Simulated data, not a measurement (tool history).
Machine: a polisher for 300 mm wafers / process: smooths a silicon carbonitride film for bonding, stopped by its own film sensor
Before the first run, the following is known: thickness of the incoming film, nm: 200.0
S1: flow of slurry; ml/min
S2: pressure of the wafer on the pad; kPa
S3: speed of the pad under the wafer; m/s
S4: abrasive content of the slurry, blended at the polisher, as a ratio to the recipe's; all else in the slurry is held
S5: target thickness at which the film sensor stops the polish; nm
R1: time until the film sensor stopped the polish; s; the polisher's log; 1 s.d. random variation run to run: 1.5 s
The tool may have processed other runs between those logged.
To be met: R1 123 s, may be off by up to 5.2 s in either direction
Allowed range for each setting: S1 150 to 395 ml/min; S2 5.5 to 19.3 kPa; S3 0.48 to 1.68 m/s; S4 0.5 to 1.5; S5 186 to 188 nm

run  hour   S1    S2    S3  S4   S5      R1
  1     0  250  12.4  1.08   1  186  59.718
  2   7.9  250  14.5  1.08   1  186  50.496
  3  13.9  250  13.1  1.04   1  186  56.657
  4  21.8  250  13.1  1.28   1  186  48.834
  5  28.4  250  11.7  1.22   1  186  56.913
  6  34.7  305  11.7  1.22   1  186  54.926
  7  42.3  305    11  1.16   1  186  61.305
  8  48.1  305  10.3  1.12   1  186  67.307
  9  56.8  305   9.7  1.08   1  186   73.07

4 candidate next runs follow, results not yet known. Just one meets every target within its allowed miss. Identify it.
  A  65.5  325  7.6  0.72   0.8  186   ?
  B  65.5  240  7.6  0.84  0.85  186   ?
  C  65.5  295  8.3  0.92   0.8  186   ?
  D  65.5  260  6.9   0.6   1.1  186   ?

move      R1
   A  132.51
   B  120.38
   C  104.31
   D  147.46
A: pushes the last run's worst result past its target
B: each result inside its tolerance
C: gains on the last run, yet a result remains outside its allowed miss
D: pushes the last run's worst result past its target
Answer: B
